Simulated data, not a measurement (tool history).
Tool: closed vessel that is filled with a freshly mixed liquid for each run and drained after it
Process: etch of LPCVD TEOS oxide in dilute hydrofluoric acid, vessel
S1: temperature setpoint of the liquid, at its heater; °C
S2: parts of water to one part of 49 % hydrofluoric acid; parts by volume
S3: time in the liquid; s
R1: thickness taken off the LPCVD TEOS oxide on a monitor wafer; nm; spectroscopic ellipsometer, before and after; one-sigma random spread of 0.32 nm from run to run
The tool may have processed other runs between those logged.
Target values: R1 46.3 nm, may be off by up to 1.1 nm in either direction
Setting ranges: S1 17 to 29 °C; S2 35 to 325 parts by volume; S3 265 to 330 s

run,hour,S1,S2,S3,R1
1,0,21,180,330,29.641
2,8.5,21,180,330,29.69
3,15.9,22.5,175,330,32.381
4,19.3,24,175,330,34.359
5,22.9,25,170,330,36.834
6,28.9,25,215,330,28.356
7,32.1,29,145,330,51.721
8,39.9,28.5,145,330,51.517
9,46.1,28,145,330,49.97
10,51.2,27.5,145,330,48.952
11,54.9,27,145,330,48.014

Exercise: of the 5 proposed moves below, exactly one satisfies all targets within the stated allowed misses. Which move is it?
A,58.6,26.5,140,330,?
B,58.6,23,105,265,?
C,58.6,27.5,135,265,?
D,58.6,26.5,140,310,?
E,58.6,24,130,330,?

move,R1
A,49.669
B,48.451
C,43.209
D,46.659
E,49.21
A: further off than the last run
B: further off than the last run
C: takes the biggest miss from the last run beyond its target
D: all results land within tolerance of their targets
E: further off than the last run
The move that meets every target is D.
